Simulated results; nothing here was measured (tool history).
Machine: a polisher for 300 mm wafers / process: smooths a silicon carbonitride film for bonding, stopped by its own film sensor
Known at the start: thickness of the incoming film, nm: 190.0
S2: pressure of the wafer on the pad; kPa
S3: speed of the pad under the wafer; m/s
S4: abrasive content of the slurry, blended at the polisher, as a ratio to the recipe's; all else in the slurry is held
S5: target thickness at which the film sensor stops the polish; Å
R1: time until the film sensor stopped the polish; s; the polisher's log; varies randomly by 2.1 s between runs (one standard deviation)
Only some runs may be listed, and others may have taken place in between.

Run 1, hour 0.0: flow of slurry (ml/min) 230, S2 11.0 kPa, S3 1.04 m/s, S4 1.0, S5 1700 Å. Result: R1 82.227 s.
Run 2, hour 4.7: flow of slurry (ml/min) 230, S2 11.0 kPa, S3 1.22 m/s, S4 1.0, S5 1700 Å. Result: R1 72.067 s.
Run 3, hour 13.3: flow of slurry (ml/min) 230, S2 11.0 kPa, S3 1.22 m/s, S4 1.0, S5 1700 Å. Result: R1 72.082 s.
Run 4, hour 21.0: flow of slurry (ml/min) 230, S2 11.0 kPa, S3 1.22 m/s, S4 1.2, S5 1700 Å. Result: R1 65.084 s.
Run 5, hour 29.2: flow of slurry (ml/min) 175, S2 11.0 kPa, S3 1.22 m/s, S4 1.2, S5 1700 Å. Result: R1 67.212 s.
Run 6, hour 31.6: flow of slurry (ml/min) 175, S2 12.4 kPa, S3 1.22 m/s, S4 1.2, S5 1700 Å. Result: R1 60.854 s.
Run 7, hour 35.4: flow of slurry (ml/min) 175, S2 10.3 kPa, S3 1.12 m/s, S4 1.2, S5 1700 Å. Result: R1 77.750 s.
Run 8, hour 42.1: flow of slurry (ml/min) 175, S2 9.0 kPa, S3 1.06 m/s, S4 1.2, S5 1700 Å. Result: R1 91.950 s.

For run 9, what comes out?
Run 9, hour 46.0: flow of slurry (ml/min) 175, S2 5.5 kPa, S3 0.92 m/s, S4 1.2, S5 1700 Å. Result: R1 ?.

Run 9 gave R1 157.730 s.
